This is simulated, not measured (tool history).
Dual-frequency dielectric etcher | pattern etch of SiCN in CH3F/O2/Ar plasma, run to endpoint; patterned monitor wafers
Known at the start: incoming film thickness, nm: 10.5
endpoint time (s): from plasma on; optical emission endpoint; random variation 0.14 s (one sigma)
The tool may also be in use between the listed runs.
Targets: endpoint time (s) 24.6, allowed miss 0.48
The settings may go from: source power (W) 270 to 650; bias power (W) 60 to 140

run,day,source power (W),bias power (W),endpoint time (s)
1,0,460,100,21.803
2,0.333,540,100,20.425
3,0.408,540,84,21.783
4,0.704,450,84,23.421
5,0.883,440,84,23.683
6,1.192,520,84,22.01
7,1.554,490,83,22.74
8,1.771,470,82,23.296
9,1.938,460,82,23.386
10,1.962,450,82,23.703
11,2.021,440,82,23.901
12,2.062,430,82,24.292

4 next moves are on the table. One of them brings every result within its allowed miss. Which?
A,2.104,400,91,?
B,2.104,420,80,?
C,2.104,390,96,?
D,2.104,450,82,?

move,endpoint time (s)
A,23.874
B,24.61
C,23.614
D,23.712
A: further off than the last run
B: meets every target
C: further off than the last run
D: further off than the last run
Answer: B
